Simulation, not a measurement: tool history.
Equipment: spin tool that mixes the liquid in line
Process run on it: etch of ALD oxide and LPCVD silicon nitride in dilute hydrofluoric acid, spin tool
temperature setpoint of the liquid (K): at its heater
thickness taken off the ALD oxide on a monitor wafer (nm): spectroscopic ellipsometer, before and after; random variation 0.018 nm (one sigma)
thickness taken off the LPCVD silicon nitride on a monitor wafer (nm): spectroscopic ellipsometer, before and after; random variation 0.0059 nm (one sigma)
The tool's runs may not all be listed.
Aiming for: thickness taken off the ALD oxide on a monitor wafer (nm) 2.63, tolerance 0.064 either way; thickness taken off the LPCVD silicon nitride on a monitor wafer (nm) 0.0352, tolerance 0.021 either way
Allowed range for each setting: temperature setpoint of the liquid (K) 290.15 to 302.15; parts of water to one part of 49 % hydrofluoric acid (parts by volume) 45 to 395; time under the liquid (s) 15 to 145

| run | hour | temperature setpoint of the liquid (K) | parts of water to one part of 49 % hydrofluoric acid (parts by volume) | time under the liquid (s) | thickness taken off the ALD oxide on a monitor wafer (nm) | thickness taken off the LPCVD silicon nitride on a monitor wafer (nm) |
|---|---|---|---|---|---|---|
| 1 | 0 | 294.15 | 220 | 75 | 9.2534 | 0.11602 |
| 2 | 1 | 294.15 | 140 | 75 | 15.714 | 0.18983 |
| 3 | 9.7 | 293.15 | 215 | 75 | 9.1886 | 0.12235 |
| 4 | 11.7 | 290.15 | 215 | 75 | 8.1196 | 0.090915 |
| 5 | 16.7 | 290.15 | 265 | 75 | 6.3634 | 0.073874 |
| 6 | 21.3 | 290.15 | 265 | 90 | 7.4294 | 0.081974 |
| 7 | 22.1 | 290.15 | 300 | 85 | 6.1349 | 0.097716 |
| 8 | 26.9 | 290.15 | 325 | 75 | 4.8858 | 0.066591 |
| 9 | 35.7 | 290.15 | 345 | 65 | 3.9518 | 0.056289 |
| 10 | 36.3 | 290.15 | 360 | 60 | 3.4111 | 0.055515 |
| 11 | 41.1 | 290.15 | 370 | 55 | 3.0576 | 0.054827 |
| 12 | 46.3 | 290.15 | 370 | 55 | 3.0566 | 0.044565 |
| 13 | 53.1 | 290.15 | 375 | 55 | 2.9888 | 0.036523 |
| 14 | 57.7 | 290.15 | 380 | 55 | 2.9251 | 0.045328 |
| 15 | 60.8 | 290.15 | 385 | 55 | 2.889 | 0.043572 |
| 16 | 63.2 | 290.15 | 395 | 50 | 2.5562 | 0.040149 |

Consider the 4 candidate settings below. Which is the only one whose results all fall within their allowed miss of target?
| A | 65.6 | 290.15 | 365 | 45 | ? | ? |
| B | 65.6 | 290.15 | 370 | 45 | ? | ? |
| C | 65.6 | 290.15 | 255 | 30 | ? | ? |
| D | 65.6 | 290.15 | 150 | 15 | ? | ? |

| move | thickness taken off the ALD oxide on a monitor wafer (nm) | thickness taken off the LPCVD silicon nitride on a monitor wafer (nm) |
|---|---|---|
| A | 2.531 | 0.029817 |
| B | 2.4869 | 0.029436 |
| C | 2.6459 | 0.027935 |
| D | 2.4758 | 0.023227 |
A: lands further from the targets than the last run did
B: lands further from the targets than the last run did
C: all results in spec
D: lands further from the targets than the last run did
C is the move that brings every result within its allowed miss.
